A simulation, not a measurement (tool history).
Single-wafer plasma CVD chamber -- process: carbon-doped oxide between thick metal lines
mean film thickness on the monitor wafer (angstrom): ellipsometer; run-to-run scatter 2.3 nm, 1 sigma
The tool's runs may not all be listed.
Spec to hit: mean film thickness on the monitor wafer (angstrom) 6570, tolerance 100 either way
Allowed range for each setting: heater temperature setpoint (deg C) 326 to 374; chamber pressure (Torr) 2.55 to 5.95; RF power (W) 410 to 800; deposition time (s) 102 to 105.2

run,hour,heater temperature setpoint (deg C),chamber pressure (Torr),RF power (W),deposition time (s),mean film thickness on the monitor wafer (angstrom)
1,0,350,4.25,605,102,5724.2
2,3,350,4.25,530,102,5270.7
3,10.5,348,4.45,545,102.1,5453.5
4,16.2,348,4.45,545,105.2,5592.3
5,16.8,358,4.45,545,105.2,5419.4
6,25.7,352,4.45,545,105.2,5510.1
7,33.8,349,4.58,555,105.2,5661.9
8,38.9,347,4.7,565,105.2,5758.5
9,46.2,345,4.76,575,105.2,5892.7
10,51.5,343,4.86,580,105.2,5968.4

Exercise: of the 4 proposed moves below, exactly one satisfies all targets within the stated allowed misses. Which move is it?
A,56.8,341,5.89,640,105.2,?
B,56.8,345,4.96,485,102,?
C,56.8,344,3.75,555,105.2,?
D,56.8,342,4.02,655,105.2,?

move,mean film thickness on the monitor wafer (angstrom)
A,6527.6
B,5180.2
C,5617.1
D,6283.2
A: all results land within tolerance of their targets
B: the biggest miss grows against the last run
C: the biggest miss grows against the last run
D: nearer the targets than the last run, but a result is still out of spec
Correct choice: A, which meets every target
